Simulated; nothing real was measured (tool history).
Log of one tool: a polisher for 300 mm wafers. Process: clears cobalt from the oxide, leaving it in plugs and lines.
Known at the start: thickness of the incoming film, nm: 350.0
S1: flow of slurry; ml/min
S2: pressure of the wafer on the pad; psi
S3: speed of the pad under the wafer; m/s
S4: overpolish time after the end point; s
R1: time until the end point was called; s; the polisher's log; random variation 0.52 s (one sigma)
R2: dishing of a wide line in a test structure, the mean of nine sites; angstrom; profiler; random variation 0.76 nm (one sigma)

Run 1, hour 0: S1 160 ml/min, S2 2.3 psi, S3 1.28 m/s, S4 19 s. Result: R1 56.077 s, R2 647.55 angstrom.
Run 2, hour 8.5: S1 160 ml/min, S2 2.3 psi, S3 1.04 m/s, S4 19 s. Result: R1 68.834 s, R2 587.59 angstrom.
Run 3, hour 15.4: S1 160 ml/min, S2 2.3 psi, S3 1.04 m/s, S4 16 s. Result: R1 69.353 s, R2 546.01 angstrom.
Run 4, hour 19.6: S1 125 ml/min, S2 2.3 psi, S3 1.04 m/s, S4 16 s. Result: R1 72.032 s, R2 504.46 angstrom.
Run 5, hour 23.9: S1 140 ml/min, S2 2.5 psi, S3 1.04 m/s, S4 14 s. Result: R1 65.68 s, R2 522.35 angstrom.
Run 6, hour 30.9: S1 140 ml/min, S2 2.2 psi, S3 1.04 m/s, S4 14 s. Result: R1 73.596 s, R2 465.64 angstrom.

Forecast run 7:
Run 7, hour 37.4: S1 155 ml/min, S2 2.4 psi, S3 1.06 m/s, S4 12 s. Result: R1 ?, R2 ?.

R1: 65.659 s
R2: 459.55 angstrom

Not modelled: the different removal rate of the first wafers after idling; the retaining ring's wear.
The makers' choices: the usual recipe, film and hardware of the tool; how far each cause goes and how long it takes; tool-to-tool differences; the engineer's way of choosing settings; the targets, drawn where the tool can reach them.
